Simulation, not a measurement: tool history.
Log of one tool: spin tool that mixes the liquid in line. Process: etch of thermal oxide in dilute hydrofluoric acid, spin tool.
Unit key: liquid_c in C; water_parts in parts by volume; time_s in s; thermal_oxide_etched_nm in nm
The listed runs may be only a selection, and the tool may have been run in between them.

run  hour  liquid_c  water_parts  time_s  thermal_oxide_etched_nm
  1   0.0      21.0          140      40                   1.1871
  2   5.8      23.5          140      40                   1.3143
  3  13.4      24.0          140      40                   1.3427
  4  14.3      24.5          140      40                   1.3513
  5  21.1      21.0          140      40                   1.1940
  6  22.0      18.0          140      40                   1.0664
  7  25.9      19.0          140      40                   1.0985
  8  31.1      23.0          135      40                   1.3719
  9  37.0      23.5          135      40                   1.3588

What does the tool deliver on the next run?
 10  38.4      24.0          135      40                        ?

{"run 10": {"thermal_oxide_etched_nm": 1.3863}}
